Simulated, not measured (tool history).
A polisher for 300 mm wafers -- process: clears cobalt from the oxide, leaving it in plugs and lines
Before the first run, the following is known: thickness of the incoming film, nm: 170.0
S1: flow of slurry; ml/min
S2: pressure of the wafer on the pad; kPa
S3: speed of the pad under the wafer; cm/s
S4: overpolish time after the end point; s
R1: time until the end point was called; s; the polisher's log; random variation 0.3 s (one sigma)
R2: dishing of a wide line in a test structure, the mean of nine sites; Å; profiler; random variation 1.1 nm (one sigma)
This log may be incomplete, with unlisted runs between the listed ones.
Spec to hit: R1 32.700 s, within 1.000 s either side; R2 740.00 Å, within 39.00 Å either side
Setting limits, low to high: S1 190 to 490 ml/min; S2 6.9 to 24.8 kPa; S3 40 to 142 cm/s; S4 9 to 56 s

| run | hour | S1 | S2 | S3 | S4 | R1 | R2 |
|---|---|---|---|---|---|---|---|
| 1 | 0.0 | 315 | 15.9 | 90 | 29 | 42.666 | 626.45 |
| 2 | 4.8 | 315 | 14.5 | 90 | 29 | 47.138 | 614.18 |
| 3 | 11.8 | 315 | 14.5 | 90 | 20 | 47.088 | 505.04 |
| 4 | 18.8 | 315 | 15.2 | 90 | 22 | 45.538 | 541.37 |
| 5 | 21.0 | 315 | 15.2 | 90 | 33 | 45.239 | 661.18 |
| 6 | 25.0 | 315 | 15.9 | 90 | 33 | 43.478 | 649.27 |
| 7 | 25.6 | 315 | 16.5 | 90 | 34 | 41.244 | 694.17 |
| 8 | 33.5 | 315 | 17.2 | 90 | 34 | 40.337 | 687.12 |
| 9 | 34.4 | 315 | 17.9 | 90 | 34 | 38.746 | 690.88 |
| 10 | 42.7 | 315 | 18.6 | 90 | 34 | 36.580 | 701.31 |
| 11 | 48.3 | 315 | 20.0 | 90 | 35 | 34.510 | 724.93 |

Which of these 5 next moves meets every target?
| A | 53.9 | 280 | 20.7 | 94 | 37 | ? | ? |
| B | 53.9 | 340 | 20.7 | 82 | 44 | ? | ? |
| C | 53.9 | 305 | 20.7 | 82 | 30 | ? | ? |
| D | 53.9 | 335 | 19.3 | 92 | 43 | ? | ? |
| E | 53.9 | 360 | 18.6 | 90 | 38 | ? | ? |

| move | R1 | R2 |
|---|---|---|
| A | 32.373 | 736.43 |
| B | 35.828 | 747.08 |
| C | 36.423 | 677.41 |
| D | 34.353 | 749.10 |
| E | 35.997 | 725.26 |
A: each result inside its tolerance
B: its largest miss is bigger than the last run's
C: its largest miss is bigger than the last run's
D: an improvement on the last run, though not all results are within tolerance
E: its largest miss is bigger than the last run's
Correct choice: A, which meets every target

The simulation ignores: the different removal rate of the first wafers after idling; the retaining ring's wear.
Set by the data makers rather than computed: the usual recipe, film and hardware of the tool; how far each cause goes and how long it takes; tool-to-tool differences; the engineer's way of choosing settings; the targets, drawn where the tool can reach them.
